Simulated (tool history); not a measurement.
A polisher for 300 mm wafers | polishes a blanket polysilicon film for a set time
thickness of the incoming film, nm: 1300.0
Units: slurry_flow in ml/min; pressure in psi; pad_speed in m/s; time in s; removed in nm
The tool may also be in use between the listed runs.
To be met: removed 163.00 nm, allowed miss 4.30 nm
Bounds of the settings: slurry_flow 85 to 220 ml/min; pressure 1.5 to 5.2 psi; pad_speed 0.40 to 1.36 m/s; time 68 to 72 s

| run | day | slurry_flow | pressure | pad_speed | time | removed |
|---|---|---|---|---|---|---|
| 1 | 0.000 | 140 | 3.3 | 0.88 | 68 | 506.31 |
| 2 | 0.150 | 120 | 3.3 | 0.88 | 68 | 492.83 |
| 3 | 0.333 | 90 | 3.3 | 0.88 | 68 | 458.76 |
| 4 | 0.521 | 90 | 3.3 | 0.88 | 72 | 477.28 |
| 5 | 0.646 | 125 | 3.3 | 0.88 | 72 | 526.62 |
| 6 | 0.754 | 115 | 2.7 | 0.74 | 72 | 363.30 |
| 7 | 1.129 | 110 | 2.3 | 0.64 | 72 | 267.79 |
| 8 | 1.312 | 105 | 2.0 | 0.60 | 72 | 215.18 |
| 9 | 1.417 | 100 | 1.8 | 0.60 | 72 | 190.60 |
| 10 | 1.733 | 95 | 1.7 | 0.60 | 72 | 179.42 |

Which of these 5 next moves meets every target?
| A | 2.050 | 85 | 2.5 | 0.42 | 70 | ? |
| B | 2.050 | 115 | 1.6 | 0.60 | 72 | ? |
| C | 2.050 | 95 | 1.9 | 0.64 | 68 | ? |
| D | 2.050 | 95 | 1.9 | 0.62 | 71 | ? |
| E | 2.050 | 90 | 1.9 | 0.50 | 72 | ? |

| move | removed |
|---|---|
| A | 173.94 |
| B | 179.33 |
| C | 201.10 |
| D | 203.68 |
| E | 165.42 |
A: nearer than the last run, and not there yet
B: as far off as the last run
C: further off than the last run
D: further off than the last run
E: meets every target
The right move is E.
